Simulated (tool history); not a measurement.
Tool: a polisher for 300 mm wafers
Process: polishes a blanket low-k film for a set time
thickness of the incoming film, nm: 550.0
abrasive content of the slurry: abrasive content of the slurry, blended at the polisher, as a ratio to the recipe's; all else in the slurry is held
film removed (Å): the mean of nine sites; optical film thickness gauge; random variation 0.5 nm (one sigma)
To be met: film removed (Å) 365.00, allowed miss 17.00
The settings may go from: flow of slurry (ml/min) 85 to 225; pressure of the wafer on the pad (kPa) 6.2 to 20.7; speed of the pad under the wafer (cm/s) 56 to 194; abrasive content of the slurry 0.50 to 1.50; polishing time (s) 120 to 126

run  hour  flow of slurry (ml/min)  pressure of the wafer on the pad (kPa)  speed of the pad under the wafer (cm/s)  abrasive content of the slurry  polishing time (s)  film removed (Å)
  1   0.0                      145                                    13.1                                      124                            1.00                 120            475.71
  2   1.6                      145                                    15.2                                      124                            1.00                 120            537.34
  3   7.2                      145                                    17.2                                      124                            1.00                 120            582.88
  4   8.9                      145                                    17.2                                      106                            1.00                 120            506.26
  5  13.7                      160                                    17.2                                      106                            1.00                 120            514.74
  6  21.5                      160                                    17.2                                      106                            1.20                 120            551.37
  7  22.8                      160                                    15.9                                      104                            1.20                 120            524.13
  8  24.9                      160                                    14.5                                      102                            1.20                 120            474.81
  9  29.4                      160                                    13.8                                      100                            1.20                 120            449.35
 10  36.5                      160                                    13.1                                      100                            1.20                 120            433.23
 11  37.2                      160                                    12.4                                      100                            1.20                 120            410.25
 12  45.6                      160                                    11.7                                      100                            1.20                 120            398.24

5 next moves are on the table. One of them brings every result within its allowed miss. Which?
  A  54.0                      165                                     9.7                                       90                            1.20                 120                 ?
  B  54.0                      185                                     9.7                                       88                            1.20                 120                 ?
  C  54.0                      105                                    15.9                                       60                            1.25                 120                 ?
  D  54.0                      140                                    11.7                                       76                            1.25                 120                 ?
  E  54.0                      155                                    10.3                                      100                            1.15                 123                 ?

move  film removed (Å)
   A            324.49
   B            322.91
   C            323.81
   D            323.63
   E            370.11
A: takes the result that was furthest off past its target
B: takes the result that was furthest off past its target
C: takes the result that was furthest off past its target
D: takes the result that was furthest off past its target
E: meets every target
Answer: E
